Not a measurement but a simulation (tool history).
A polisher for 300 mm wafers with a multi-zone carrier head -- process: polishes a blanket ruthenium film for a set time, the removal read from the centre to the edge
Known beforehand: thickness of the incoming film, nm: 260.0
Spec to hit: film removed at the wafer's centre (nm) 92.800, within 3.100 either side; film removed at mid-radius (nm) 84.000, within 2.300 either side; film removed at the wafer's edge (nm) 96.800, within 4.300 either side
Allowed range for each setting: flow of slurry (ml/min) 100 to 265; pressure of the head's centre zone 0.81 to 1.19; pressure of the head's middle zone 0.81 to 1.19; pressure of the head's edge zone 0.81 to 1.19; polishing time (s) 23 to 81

| run | day | flow of slurry (ml/min) | pressure of the head's centre zone | pressure of the head's middle zone | pressure of the head's edge zone | polishing time (s) | film removed at the wafer's centre (nm) | film removed at mid-radius (nm) | film removed at the wafer's edge (nm) |
|---|---|---|---|---|---|---|---|---|---|
| 1 | 0.000 | 170 | 1.00 | 1.00 | 1.00 | 52 | 64.889 | 63.773 | 67.181 |
| 2 | 0.096 | 170 | 1.00 | 1.00 | 1.00 | 42 | 53.064 | 51.769 | 53.903 |
| 3 | 0.467 | 170 | 0.96 | 1.00 | 1.00 | 42 | 50.310 | 51.624 | 54.865 |
| 4 | 0.738 | 180 | 0.98 | 0.99 | 1.04 | 49 | 61.021 | 60.672 | 64.158 |
| 5 | 0.762 | 180 | 1.05 | 0.99 | 1.04 | 49 | 67.022 | 61.266 | 64.716 |
| 6 | 1.000 | 210 | 1.05 | 0.99 | 1.04 | 49 | 68.803 | 61.274 | 67.355 |
| 7 | 1.179 | 260 | 1.07 | 1.08 | 1.14 | 63 | 92.706 | 91.373 | 90.133 |
| 8 | 1.396 | 250 | 1.06 | 1.04 | 1.15 | 64 | 91.862 | 86.245 | 93.190 |
| 9 | 1.667 | 250 | 1.06 | 1.03 | 1.16 | 64 | 92.321 | 86.218 | 94.831 |

Exactly one of the 5 candidate moves below puts every result within its allowed miss. Which one?
| A | 1.938 | 235 | 0.99 | 1.00 | 1.13 | 67 | ? | ? | ? |
| B | 1.938 | 255 | 1.02 | 1.03 | 1.19 | 65 | ? | ? | ? |
| C | 1.938 | 265 | 1.16 | 1.05 | 1.10 | 60 | ? | ? | ? |
| D | 1.938 | 225 | 1.07 | 1.00 | 1.19 | 65 | ? | ? | ? |
| E | 1.938 | 240 | 1.05 | 1.07 | 1.07 | 64 | ? | ? | ? |

| move | film removed at the wafer's centre (nm) | film removed at mid-radius (nm) | film removed at the wafer's edge (nm) |
|---|---|---|---|
| A | 89.329 | 88.159 | 95.567 |
| B | 90.601 | 88.791 | 96.095 |
| C | 95.804 | 83.727 | 85.510 |
| D | 92.965 | 84.868 | 94.732 |
| E | 90.928 | 89.470 | 88.941 |
A: further off than the last run
B: further off than the last run
C: corrects the largest miss of the last run, while another result sits out of spec
D: meets every target
E: further off than the last run
So the answer is move D, the one that meets all the targets.

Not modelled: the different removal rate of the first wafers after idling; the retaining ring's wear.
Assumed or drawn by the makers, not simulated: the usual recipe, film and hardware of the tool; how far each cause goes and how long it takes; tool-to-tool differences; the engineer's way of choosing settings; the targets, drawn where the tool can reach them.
